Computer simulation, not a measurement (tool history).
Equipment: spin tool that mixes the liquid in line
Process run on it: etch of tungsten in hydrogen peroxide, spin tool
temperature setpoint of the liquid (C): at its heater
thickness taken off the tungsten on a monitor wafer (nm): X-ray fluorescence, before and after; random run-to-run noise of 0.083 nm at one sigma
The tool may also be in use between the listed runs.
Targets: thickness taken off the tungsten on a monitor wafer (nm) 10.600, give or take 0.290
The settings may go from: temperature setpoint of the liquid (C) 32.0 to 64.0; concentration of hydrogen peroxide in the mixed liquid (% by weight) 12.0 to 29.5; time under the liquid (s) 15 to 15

run  hour  temperature setpoint of the liquid (C)  concentration of hydrogen peroxide in the mixed liquid (% by weight)  time under the liquid (s)  thickness taken off the tungsten on a monitor wafer (nm)
  1   0.0                                    48.0                                                                  20.0                         15                                                    15.137
  2   6.9                                    46.5                                                                  20.0                         15                                                    13.701
  3  14.4                                    45.5                                                                  20.0                         15                                                    12.910
  4  16.7                                    44.5                                                                  20.0                         15                                                    11.964
  5  17.2                                    44.0                                                                  20.0                         15                                                    11.823
  6  20.0                                    44.0                                                                  20.0                         15                                                    11.733
  7  28.1                                    43.5                                                                  20.0                         15                                                    11.317
  8  35.1                                    43.0                                                                  20.0                         15                                                    11.007

Exactly one of the 4 candidate moves below puts every result within its allowed miss. Which one?
  A  42.1                                    44.0                                                                  19.0                         15                                                         ?
  B  42.1                                    43.0                                                                  20.5                         15                                                         ?
  C  42.1                                    42.0                                                                  21.5                         15                                                         ?
  D  42.1                                    42.5                                                                  22.5                         15                                                         ?

move  thickness taken off the tungsten on a monitor wafer (nm)
   A                                                    11.420
   B                                                    11.131
   C                                                    10.692
   D                                                    11.294
A: moves away from the targets compared with the last run
B: moves away from the targets compared with the last run
C: all results land within tolerance of their targets
D: moves away from the targets compared with the last run
C is the move that brings every result within its allowed miss.
